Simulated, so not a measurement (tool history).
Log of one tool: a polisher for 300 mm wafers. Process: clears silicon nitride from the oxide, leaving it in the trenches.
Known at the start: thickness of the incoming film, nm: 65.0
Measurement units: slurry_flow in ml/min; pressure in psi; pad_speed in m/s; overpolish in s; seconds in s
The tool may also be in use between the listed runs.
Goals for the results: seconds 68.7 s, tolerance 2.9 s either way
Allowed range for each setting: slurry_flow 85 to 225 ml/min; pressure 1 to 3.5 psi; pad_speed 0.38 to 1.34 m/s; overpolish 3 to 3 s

| run | hour | slurry_flow | pressure | pad_speed | overpolish | seconds |
|---|---|---|---|---|---|---|
| 1 | 0 | 145 | 2.2 | 0.86 | 3 | 93.429 |
| 2 | 4.6 | 150 | 2.4 | 0.86 | 3 | 84.772 |
| 3 | 9.4 | 150 | 2.4 | 0.86 | 3 | 84.813 |
| 4 | 17.4 | 150 | 2.8 | 0.86 | 3 | 74.007 |
| 5 | 23 | 150 | 2.5 | 0.86 | 3 | 82.705 |
| 6 | 31.3 | 150 | 2.7 | 0.86 | 3 | 77.332 |
| 7 | 40.3 | 155 | 2.8 | 0.86 | 3 | 73.156 |
| 8 | 42.1 | 160 | 2.8 | 0.86 | 3 | 74.491 |
| 9 | 48.2 | 160 | 2.9 | 0.86 | 3 | 71.871 |

Of the 5 settings listed for the next run, only one would bring every result within its allowed miss of target. Which one?
| A | 54.3 | 195 | 2.6 | 0.88 | 3 | ? |
| B | 54.3 | 130 | 3.4 | 0.88 | 3 | ? |
| C | 54.3 | 165 | 2.8 | 1.04 | 3 | ? |
| D | 54.3 | 155 | 3.3 | 0.86 | 3 | ? |
| E | 54.3 | 155 | 3.1 | 0.84 | 3 | ? |

| move | seconds |
|---|---|
| A | 75.633 |
| B | 63.245 |
| C | 61.596 |
| D | 64.475 |
| E | 69.827 |
A: further off than the last run
B: moves the result that the last run missed by most past its target, out the other side
C: moves the result that the last run missed by most past its target, out the other side
D: moves the result that the last run missed by most past its target, out the other side
E: hits every target within its allowed miss
Move E is the one to make.

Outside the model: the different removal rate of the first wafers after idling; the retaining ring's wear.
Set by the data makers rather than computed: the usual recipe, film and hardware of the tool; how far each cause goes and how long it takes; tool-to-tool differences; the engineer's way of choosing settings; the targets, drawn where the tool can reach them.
